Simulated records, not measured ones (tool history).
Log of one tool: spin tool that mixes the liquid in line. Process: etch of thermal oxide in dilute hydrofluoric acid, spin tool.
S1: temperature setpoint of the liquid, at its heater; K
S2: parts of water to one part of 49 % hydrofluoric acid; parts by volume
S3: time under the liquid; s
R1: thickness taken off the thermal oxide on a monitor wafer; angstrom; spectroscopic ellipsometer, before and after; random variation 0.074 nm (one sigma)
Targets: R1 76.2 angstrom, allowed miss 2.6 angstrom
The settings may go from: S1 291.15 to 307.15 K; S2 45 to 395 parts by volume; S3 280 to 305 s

run,hour,S1,S2,S3,R1
1,0,299.15,220,280,54.473
2,4.6,299.15,220,305,60.093
3,12.7,299.15,220,280,55.919
4,17.9,300.65,220,280,58.149
5,24.7,300.65,220,305,64.143
6,32.5,300.65,220,280,58.665
7,38.3,301.65,220,280,61.109
8,39.1,302.65,220,280,61.875
9,47.4,303.65,215,280,66.529

Which of these 4 next moves meets every target?
A,55.7,300.65,210,295,?
B,55.7,307.15,215,305,?
C,55.7,303.65,220,305,?
D,55.7,303.65,205,305,?

move,R1
A,65.958
B,82.546
C,71.361
D,77.999
A: further off than the last run
B: takes the result that was furthest off past its target
C: nearer than the last run, and not there yet
D: meets every target
The right move is D.
